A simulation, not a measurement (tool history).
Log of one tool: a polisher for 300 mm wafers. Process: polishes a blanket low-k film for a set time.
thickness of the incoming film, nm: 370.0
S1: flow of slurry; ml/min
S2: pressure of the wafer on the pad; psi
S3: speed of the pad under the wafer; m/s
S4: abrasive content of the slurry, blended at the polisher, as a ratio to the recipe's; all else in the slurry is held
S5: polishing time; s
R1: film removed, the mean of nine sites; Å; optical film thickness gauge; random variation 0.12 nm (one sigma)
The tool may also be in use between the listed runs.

run,hour,S1,S2,S3,S4,S5,R1
1,0,185,2.1,0.78,1,39,158.69
2,4.8,185,2.1,0.86,1,39,169.87
3,13.3,185,2.1,0.86,0.85,39,162.23
4,20.1,185,2.1,0.7,0.85,39,138.72
5,21.8,185,1.9,0.68,0.85,39,127.11
6,30.7,155,1.9,0.68,0.85,39,120.45

Forecast run 7:
7,32.3,155,1.8,0.68,0.85,39,?

Run 7 gave R1 116.4 Å.
